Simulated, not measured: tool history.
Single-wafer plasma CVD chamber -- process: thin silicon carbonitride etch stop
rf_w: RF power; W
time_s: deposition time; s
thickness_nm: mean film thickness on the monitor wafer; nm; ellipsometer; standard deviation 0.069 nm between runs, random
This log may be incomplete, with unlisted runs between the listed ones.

| run | day | rf_w | time_s | thickness_nm |
|---|---|---|---|---|
| 1 | 0 | 180 | 18 | 9.7751 |
| 2 | 0.112 | 170 | 18 | 9.7129 |
| 3 | 0.412 | 150 | 18 | 9.4299 |
| 4 | 0.75 | 135 | 18 | 9.0674 |
| 5 | 0.933 | 140 | 18.2 | 9.4307 |
| 6 | 1.25 | 140 | 20.1 | 10.254 |
| 7 | 1.275 | 145 | 20.2 | 10.516 |

Run 8 has not been measured yet. What should we expect?
| 8 | 1.346 | 150 | 20.3 | ? |

thickness_nm: 10.581 nm
